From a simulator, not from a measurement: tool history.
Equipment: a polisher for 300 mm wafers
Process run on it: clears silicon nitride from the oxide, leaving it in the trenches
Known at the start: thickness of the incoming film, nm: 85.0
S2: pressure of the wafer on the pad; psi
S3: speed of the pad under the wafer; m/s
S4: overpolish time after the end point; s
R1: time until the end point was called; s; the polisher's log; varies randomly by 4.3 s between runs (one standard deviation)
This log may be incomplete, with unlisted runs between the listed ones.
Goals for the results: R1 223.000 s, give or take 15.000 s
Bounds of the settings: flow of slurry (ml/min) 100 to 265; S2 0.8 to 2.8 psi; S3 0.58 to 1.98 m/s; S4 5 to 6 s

run 1 hour=0.0 | flow_of_slurry_(ml/min)=170 S2=1.8 S3=1.28 S4=6 | R1=104.510
run 2 hour=2.5 | flow_of_slurry_(ml/min)=170 S2=2.2 S3=1.28 S4=6 | R1=90.066
run 3 hour=7.6 | flow_of_slurry_(ml/min)=170 S2=2.2 S3=1.12 S4=6 | R1=98.651
run 4 hour=12.0 | flow_of_slurry_(ml/min)=170 S2=2.0 S3=1.12 S4=6 | R1=111.220
run 5 hour=15.7 | flow_of_slurry_(ml/min)=170 S2=2.0 S3=1.38 S4=6 | R1=93.425
run 6 hour=23.8 | flow_of_slurry_(ml/min)=165 S2=1.7 S3=1.20 S4=6 | R1=116.390
run 7 hour=30.8 | flow_of_slurry_(ml/min)=160 S2=1.5 S3=1.06 S4=6 | R1=149.320
run 8 hour=34.7 | flow_of_slurry_(ml/min)=160 S2=1.3 S3=1.02 S4=6 | R1=179.000

Which single option among these 4 for the next run brings every result within its allowed miss of target? Just one does.
run A hour=38.6 | flow_of_slurry_(ml/min)=190 S2=1.0 S3=1.30 S4=5 | R1=?
run B hour=38.6 | flow_of_slurry_(ml/min)=155 S2=1.3 S3=0.98 S4=5 | R1=?
run C hour=38.6 | flow_of_slurry_(ml/min)=165 S2=1.2 S3=1.02 S4=6 | R1=?
run D hour=38.6 | flow_of_slurry_(ml/min)=155 S2=1.0 S3=1.08 S4=6 | R1=?

move=A R1=188.380
move=B R1=185.370
move=C R1=192.760
move=D R1=222.270
A: gains on the last run, yet a result remains outside its allowed miss
B: gains on the last run, yet a result remains outside its allowed miss
C: gains on the last run, yet a result remains outside its allowed miss
D: meets every target
The right move is D.
